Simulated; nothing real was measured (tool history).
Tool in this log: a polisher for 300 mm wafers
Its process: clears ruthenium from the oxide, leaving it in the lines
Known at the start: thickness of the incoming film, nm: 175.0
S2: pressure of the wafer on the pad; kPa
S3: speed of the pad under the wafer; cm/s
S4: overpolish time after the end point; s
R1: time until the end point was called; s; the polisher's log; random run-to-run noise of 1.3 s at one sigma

Run 1, day 0: flow of slurry (ml/min) 210, S2 18.6 kPa, S3 84 cm/s, S4 3 s. Result: R1 127.88 s.
Run 2, day 0.367: flow of slurry (ml/min) 210, S2 17.2 kPa, S3 84 cm/s, S4 3 s. Result: R1 139.15 s.
Run 3, day 0.721: flow of slurry (ml/min) 245, S2 17.2 kPa, S3 84 cm/s, S4 3 s. Result: R1 138.99 s.
Run 4, day 0.85: flow of slurry (ml/min) 245, S2 19.3 kPa, S3 84 cm/s, S4 3 s. Result: R1 121.04 s.
Run 5, day 1.054: flow of slurry (ml/min) 245, S2 19.3 kPa, S3 84 cm/s, S4 3 s. Result: R1 127.45 s.
Run 6, day 1.238: flow of slurry (ml/min) 245, S2 19.3 kPa, S3 84 cm/s, S4 3 s. Result: R1 125.05 s.
Run 7, day 1.471: flow of slurry (ml/min) 245, S2 20.7 kPa, S3 84 cm/s, S4 3 s. Result: R1 116.07 s.
Run 8, day 1.712: flow of slurry (ml/min) 245, S2 21.4 kPa, S3 84 cm/s, S4 3 s. Result: R1 112.58 s.

Run 9, settings as shown, results not yet in. Your forecast:
Run 9, day 2.025: flow of slurry (ml/min) 245, S2 22.1 kPa, S3 84 cm/s, S4 3 s. Result: R1 ?.

R1: 109.3 s

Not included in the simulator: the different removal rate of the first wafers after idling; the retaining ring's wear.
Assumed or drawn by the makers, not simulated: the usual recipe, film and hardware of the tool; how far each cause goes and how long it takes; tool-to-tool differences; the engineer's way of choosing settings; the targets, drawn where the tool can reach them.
